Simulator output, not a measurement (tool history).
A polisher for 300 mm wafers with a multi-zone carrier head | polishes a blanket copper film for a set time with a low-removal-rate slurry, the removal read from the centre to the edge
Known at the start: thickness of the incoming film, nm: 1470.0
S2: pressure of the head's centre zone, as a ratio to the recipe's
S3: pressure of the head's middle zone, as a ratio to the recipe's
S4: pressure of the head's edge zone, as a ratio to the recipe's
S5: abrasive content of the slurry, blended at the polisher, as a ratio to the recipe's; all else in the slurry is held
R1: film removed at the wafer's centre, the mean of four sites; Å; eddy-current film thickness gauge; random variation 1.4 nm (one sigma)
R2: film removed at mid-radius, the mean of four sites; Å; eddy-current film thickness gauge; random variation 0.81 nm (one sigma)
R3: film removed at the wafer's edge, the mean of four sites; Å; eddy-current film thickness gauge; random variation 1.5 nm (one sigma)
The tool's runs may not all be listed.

run 1 hour=0.0 | flow_of_slurry_(ml/min)=295 S2=1.00 S3=1.00 S4=1.00 S5=1.00 polishing_time_(s)=57 | R1=1042.4 R2=1069.1 R3=1022.1
run 2 hour=3.7 | flow_of_slurry_(ml/min)=300 S2=0.99 S3=1.02 S4=1.04 S5=1.10 polishing_time_(s)=58 | R1=1074.3 R2=1122.5 R3=1101.1
run 3 hour=6.7 | flow_of_slurry_(ml/min)=310 S2=0.99 S3=1.05 S4=1.07 S5=1.15 polishing_time_(s)=58 | R1=1113.5 R2=1162.6 R3=1134.2
run 4 hour=15.7 | flow_of_slurry_(ml/min)=310 S2=0.99 S3=1.05 S4=1.07 S5=1.30 polishing_time_(s)=58 | R1=1161.7 R2=1200.9 R3=1150.8
run 5 hour=18.4 | flow_of_slurry_(ml/min)=315 S2=0.97 S3=1.07 S4=1.10 S5=1.30 polishing_time_(s)=58 | R1=1115.0 R2=1205.2 R3=1209.3
run 6 hour=19.3 | flow_of_slurry_(ml/min)=315 S2=0.89 S3=1.07 S4=1.10 S5=1.30 polishing_time_(s)=58 | R1=1033.1 R2=1216.8 R3=1229.9
run 7 hour=27.4 | flow_of_slurry_(ml/min)=325 S2=0.90 S3=1.08 S4=1.11 S5=1.30 polishing_time_(s)=58 | R1=1057.2 R2=1221.0 R3=1196.8

Run 8 comes next. What will it give?
run 8 hour=35.7 | flow_of_slurry_(ml/min)=325 S2=0.90 S3=1.09 S4=1.12 S5=1.35 polishing_time_(s)=58 | R1=? R2=? R3=?

{"run 8": {"R1": 1040.1, "R2": 1226.4, "R3": 1242.6}}

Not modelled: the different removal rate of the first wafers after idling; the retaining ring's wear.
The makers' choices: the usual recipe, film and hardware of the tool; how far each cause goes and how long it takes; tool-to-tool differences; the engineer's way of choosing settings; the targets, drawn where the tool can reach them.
